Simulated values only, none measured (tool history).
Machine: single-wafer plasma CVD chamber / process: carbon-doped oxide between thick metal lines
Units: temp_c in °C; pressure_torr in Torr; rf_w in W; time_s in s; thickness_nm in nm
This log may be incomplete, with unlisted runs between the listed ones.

{"run": 1, "hour": 0.0, "temp_c": 365, "pressure_torr": 4.35, "rf_w": 545, "time_s": 130, "thickness_nm": 637.53}
{"run": 2, "hour": 4.2, "temp_c": 365, "pressure_torr": 4.35, "rf_w": 545, "time_s": 134, "thickness_nm": 658.96}
{"run": 3, "hour": 6.0, "temp_c": 355, "pressure_torr": 4.35, "rf_w": 545, "time_s": 134, "thickness_nm": 674.34}
{"run": 4, "hour": 6.6, "temp_c": 355, "pressure_torr": 4.35, "rf_w": 545, "time_s": 130, "thickness_nm": 656.41}
{"run": 5, "hour": 9.2, "temp_c": 355, "pressure_torr": 4.35, "rf_w": 545, "time_s": 130, "thickness_nm": 656.86}
{"run": 6, "hour": 10.8, "temp_c": 360, "pressure_torr": 3.96, "rf_w": 525, "time_s": 130, "thickness_nm": 618.1}

Run 7 comes next. What will it give?
{"run": 7, "hour": 18.2, "temp_c": 364, "pressure_torr": 3.64, "rf_w": 515, "time_s": 130, "thickness_nm": "?"}

thickness_nm: 598.37 nm
